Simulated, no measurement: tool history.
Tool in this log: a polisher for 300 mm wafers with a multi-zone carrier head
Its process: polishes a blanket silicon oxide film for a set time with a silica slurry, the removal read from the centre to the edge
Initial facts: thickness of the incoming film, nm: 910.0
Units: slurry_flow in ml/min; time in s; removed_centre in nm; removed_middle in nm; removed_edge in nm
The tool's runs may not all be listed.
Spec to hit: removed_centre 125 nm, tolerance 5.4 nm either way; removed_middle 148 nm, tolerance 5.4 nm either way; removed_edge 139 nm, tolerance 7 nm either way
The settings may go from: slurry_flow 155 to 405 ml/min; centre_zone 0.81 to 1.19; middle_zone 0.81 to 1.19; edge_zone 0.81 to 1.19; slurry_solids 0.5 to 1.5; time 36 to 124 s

| run | hour | slurry_flow | centre_zone | middle_zone | edge_zone | slurry_solids | time | removed_centre | removed_middle | removed_edge |
|---|---|---|---|---|---|---|---|---|---|---|
| 1 | 0 | 260 | 1 | 1 | 1 | 1 | 79 | 243.97 | 227.94 | 229.91 |
| 2 | 6.8 | 255 | 0.95 | 1.01 | 0.98 | 0.85 | 74 | 193.79 | 199.79 | 201.57 |
| 3 | 10 | 255 | 1.03 | 1.01 | 0.98 | 0.85 | 74 | 210.65 | 201.45 | 206.3 |
| 4 | 10.5 | 255 | 1.1 | 1.01 | 0.98 | 0.85 | 74 | 223.66 | 200.93 | 202.79 |
| 5 | 18.4 | 255 | 1.18 | 1.01 | 0.98 | 0.85 | 74 | 234.78 | 201.4 | 195.02 |
| 6 | 21.4 | 250 | 1.12 | 1.05 | 0.97 | 0.75 | 68 | 201.6 | 180.02 | 177.14 |
| 7 | 22.3 | 250 | 1.04 | 1.09 | 0.94 | 0.7 | 65 | 172.97 | 172.78 | 157.91 |
| 8 | 23.8 | 245 | 0.99 | 1.08 | 0.93 | 0.65 | 65 | 160.54 | 164.71 | 153.7 |
| 9 | 29.7 | 240 | 0.94 | 1.08 | 0.92 | 0.6 | 65 | 145.71 | 160.26 | 147.28 |
| 10 | 34.5 | 235 | 0.91 | 1.07 | 0.91 | 0.6 | 65 | 142.89 | 157.6 | 146.1 |
| 11 | 39.9 | 235 | 0.91 | 1.07 | 0.91 | 0.6 | 65 | 143.6 | 157.23 | 142.37 |
| 12 | 47.9 | 235 | 0.91 | 1.07 | 0.91 | 0.6 | 65 | 143.62 | 159.16 | 144.6 |
| 13 | 53.7 | 230 | 0.88 | 1.06 | 0.92 | 0.6 | 65 | 136.82 | 153.6 | 148.12 |
| 14 | 59.4 | 215 | 0.83 | 1.08 | 0.86 | 0.5 | 65 | 116.12 | 148.27 | 130.86 |
| 15 | 62.8 | 220 | 0.84 | 1.07 | 0.87 | 0.5 | 65 | 119.33 | 144.4 | 128.61 |

Which one of the following 5 next-run settings gets every result inside its allowed miss? There is exactly one.
| A | 66.2 | 205 | 0.92 | 1.16 | 0.81 | 0.55 | 60 | ? | ? | ? |
| B | 66.2 | 260 | 0.91 | 1.18 | 0.88 | 0.5 | 56 | ? | ? | ? |
| C | 66.2 | 230 | 0.84 | 1.13 | 0.81 | 0.5 | 63 | ? | ? | ? |
| D | 66.2 | 275 | 0.91 | 1.07 | 0.91 | 0.55 | 57 | ? | ? | ? |
| E | 66.2 | 195 | 0.84 | 1.04 | 0.89 | 0.75 | 58 | ? | ? | ? |

| move | removed_centre | removed_middle | removed_edge |
|---|---|---|---|
| A | 123.09 | 148.33 | 121.93 |
| B | 112.51 | 138.51 | 115.52 |
| C | 115.57 | 148.06 | 124.01 |
| D | 120.31 | 136.18 | 125.45 |
| E | 124.31 | 148.81 | 140.52 |
A: misses by more than the last run did
B: misses by more than the last run did
C: misses by more than the last run did
D: misses by more than the last run did
E: in spec on every target
Go with E: it meets all targets.
